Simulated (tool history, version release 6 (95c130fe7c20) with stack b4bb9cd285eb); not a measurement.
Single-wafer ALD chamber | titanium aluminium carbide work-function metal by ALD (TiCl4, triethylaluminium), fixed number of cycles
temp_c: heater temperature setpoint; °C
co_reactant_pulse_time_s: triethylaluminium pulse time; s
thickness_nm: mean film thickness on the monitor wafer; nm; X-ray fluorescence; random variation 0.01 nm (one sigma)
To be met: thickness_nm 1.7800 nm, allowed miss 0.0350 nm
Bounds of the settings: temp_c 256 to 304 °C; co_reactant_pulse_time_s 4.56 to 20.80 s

run 1 hour=0.0 | temp_c=280 co_reactant_pulse_time_s=12.68 | thickness_nm=1.9565
run 2 hour=2.8 | temp_c=291 co_reactant_pulse_time_s=12.68 | thickness_nm=2.0638
run 3 hour=8.7 | temp_c=291 co_reactant_pulse_time_s=15.74 | thickness_nm=2.0837
run 4 hour=12.9 | temp_c=284 co_reactant_pulse_time_s=15.14 | thickness_nm=2.0038
run 5 hour=14.0 | temp_c=276 co_reactant_pulse_time_s=15.14 | thickness_nm=1.9246
run 6 hour=20.5 | temp_c=276 co_reactant_pulse_time_s=11.69 | thickness_nm=1.9023
run 7 hour=27.0 | temp_c=273 co_reactant_pulse_time_s=11.47 | thickness_nm=1.8966
run 8 hour=33.4 | temp_c=273 co_reactant_pulse_time_s=11.47 | thickness_nm=1.9015
run 9 hour=36.7 | temp_c=269 co_reactant_pulse_time_s=11.38 | thickness_nm=1.8313

Which of these 4 next moves meets every target?
run A hour=40.0 | temp_c=271 co_reactant_pulse_time_s=11.75 | thickness_nm=?
run B hour=40.0 | temp_c=280 co_reactant_pulse_time_s=14.96 | thickness_nm=?
run C hour=40.0 | temp_c=262 co_reactant_pulse_time_s=12.24 | thickness_nm=?
run D hour=40.0 | temp_c=276 co_reactant_pulse_time_s=9.76 | thickness_nm=?

move=A thickness_nm=1.8647
move=B thickness_nm=1.9792
move=C thickness_nm=1.7853
move=D thickness_nm=1.8644
A: further off than the last run
B: further off than the last run
C: meets every target
D: further off than the last run
Move C is the one to make.
